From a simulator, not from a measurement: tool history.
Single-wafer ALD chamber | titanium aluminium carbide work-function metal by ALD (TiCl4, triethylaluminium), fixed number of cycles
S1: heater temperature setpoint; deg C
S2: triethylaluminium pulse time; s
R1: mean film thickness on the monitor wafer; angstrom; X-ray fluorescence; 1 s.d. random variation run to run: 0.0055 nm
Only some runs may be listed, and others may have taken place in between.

{"run": 1, "day": 0.0, "S1": 305, "S2": 10.26, "R1": 20.767}
{"run": 2, "day": 0.375, "S1": 300, "S2": 8.76, "R1": 19.751}
{"run": 3, "day": 0.65, "S1": 296, "S2": 8.76, "R1": 19.287}
{"run": 4, "day": 0.967, "S1": 293, "S2": 7.99, "R1": 18.77}
{"run": 5, "day": 1.062, "S1": 290, "S2": 7.39, "R1": 18.009}
{"run": 6, "day": 1.092, "S1": 288, "S2": 7.23, "R1": 17.767}
{"run": 7, "day": 1.425, "S1": 287, "S2": 7.1, "R1": 17.604}
{"run": 8, "day": 1.775, "S1": 281, "S2": 5.71, "R1": 15.517}
{"run": 9, "day": 1.867, "S1": 283, "S2": 5.78, "R1": 15.826}
{"run": 10, "day": 2.208, "S1": 294, "S2": 7.01, "R1": 18.116}
{"run": 11, "day": 2.55, "S1": 294, "S2": 7.01, "R1": 18.122}
{"run": 12, "day": 2.821, "S1": 282, "S2": 4.69, "R1": 13.99}
{"run": 13, "day": 3.088, "S1": 287, "S2": 4.98, "R1": 14.929}
{"run": 14, "day": 3.271, "S1": 290, "S2": 5.24, "R1": 15.592}
{"run": 15, "day": 3.362, "S1": 292, "S2": 5.38, "R1": 15.938}

Run 16, settings as shown, results not yet in. Your forecast:
{"run": 16, "day": 3.479, "S1": 294, "S2": 5.48, "R1": "?"}

{"run 16": {"R1": 16.323}}
